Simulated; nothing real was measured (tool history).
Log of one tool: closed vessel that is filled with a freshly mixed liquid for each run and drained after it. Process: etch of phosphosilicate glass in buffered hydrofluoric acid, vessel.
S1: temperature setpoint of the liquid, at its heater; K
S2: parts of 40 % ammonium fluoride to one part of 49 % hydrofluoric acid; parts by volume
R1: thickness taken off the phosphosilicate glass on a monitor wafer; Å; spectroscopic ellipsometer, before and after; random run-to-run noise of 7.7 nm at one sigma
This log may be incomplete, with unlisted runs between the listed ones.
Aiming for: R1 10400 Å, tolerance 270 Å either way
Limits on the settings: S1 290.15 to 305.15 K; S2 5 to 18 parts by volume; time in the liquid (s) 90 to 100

run 1 day=0 | S1=297.15 S2=11 time_in_the_liquid_(s)=90 | R1=8278.4
run 2 day=0.3 | S1=300.15 S2=11 time_in_the_liquid_(s)=90 | R1=9865.4
run 3 day=0.533 | S1=297.15 S2=11 time_in_the_liquid_(s)=90 | R1=8318.3
run 4 day=0.854 | S1=297.15 S2=13.5 time_in_the_liquid_(s)=90 | R1=6839.4
run 5 day=1.083 | S1=298.65 S2=13.5 time_in_the_liquid_(s)=90 | R1=7456.6
run 6 day=1.129 | S1=298.65 S2=13.5 time_in_the_liquid_(s)=90 | R1=7400.2
run 7 day=1.325 | S1=299.65 S2=13.5 time_in_the_liquid_(s)=90 | R1=7889.7
run 8 day=1.508 | S1=300.65 S2=13.5 time_in_the_liquid_(s)=90 | R1=8305.5
run 9 day=1.85 | S1=301.65 S2=13.5 time_in_the_liquid_(s)=90 | R1=8779.5
run 10 day=2.092 | S1=302.15 S2=13.5 time_in_the_liquid_(s)=90 | R1=9054.1
run 11 day=2.175 | S1=302.65 S2=13.5 time_in_the_liquid_(s)=90 | R1=9301.2
run 12 day=2.4 | S1=303.15 S2=13.5 time_in_the_liquid_(s)=90 | R1=9424.7
run 13 day=2.683 | S1=303.65 S2=13.5 time_in_the_liquid_(s)=90 | R1=9629.8

Next run, 5 choices. One meets every target within its allowed miss, the rest don't. Which?
run A day=2.967 | S1=305.15 S2=13.5 time_in_the_liquid_(s)=95 | R1=?
run B day=2.967 | S1=303.15 S2=13.5 time_in_the_liquid_(s)=90 | R1=?
run C day=2.967 | S1=304.15 S2=16.5 time_in_the_liquid_(s)=95 | R1=?
run D day=2.967 | S1=301.65 S2=12 time_in_the_liquid_(s)=95 | R1=?
run E day=2.967 | S1=305.15 S2=14.5 time_in_the_liquid_(s)=100 | R1=?

move=A R1=11151
move=B R1=9516.8
move=C R1=8696.7
move=D R1=10413
move=E R1=10946
A: takes the biggest miss from the last run beyond its target
B: lands further from the targets than the last run did
C: lands further from the targets than the last run did
D: hits every target within its allowed miss
E: takes the biggest miss from the last run beyond its target
So the answer is move D, the one that meets all the targets.

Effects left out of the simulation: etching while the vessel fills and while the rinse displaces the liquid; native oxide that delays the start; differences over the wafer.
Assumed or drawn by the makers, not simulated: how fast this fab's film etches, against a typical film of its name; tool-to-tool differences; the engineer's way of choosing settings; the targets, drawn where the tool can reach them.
